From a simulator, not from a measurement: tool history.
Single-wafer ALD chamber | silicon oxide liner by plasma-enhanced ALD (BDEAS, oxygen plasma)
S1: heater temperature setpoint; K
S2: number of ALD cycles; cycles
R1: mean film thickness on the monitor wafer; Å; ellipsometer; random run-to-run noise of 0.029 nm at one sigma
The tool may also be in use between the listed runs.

run 1 hour=0.0 | S1=583.15 S2=83 | R1=75.678
run 2 hour=3.6 | S1=583.15 S2=81 | R1=74.024
run 3 hour=12.0 | S1=583.15 S2=79 | R1=72.176
run 4 hour=13.8 | S1=592.15 S2=79 | R1=70.456
run 5 hour=15.2 | S1=593.15 S2=78 | R1=69.755
-- hour=21.4 thermocouple changed; heater temperature recalibrated
run 6 hour=21.4 | S1=587.15 S2=78 | R1=70.502

The next listed run, before its measurement:
run 7 hour=28.4 | S1=588.15 S2=77 | R1=?

R1: 68.640 Å

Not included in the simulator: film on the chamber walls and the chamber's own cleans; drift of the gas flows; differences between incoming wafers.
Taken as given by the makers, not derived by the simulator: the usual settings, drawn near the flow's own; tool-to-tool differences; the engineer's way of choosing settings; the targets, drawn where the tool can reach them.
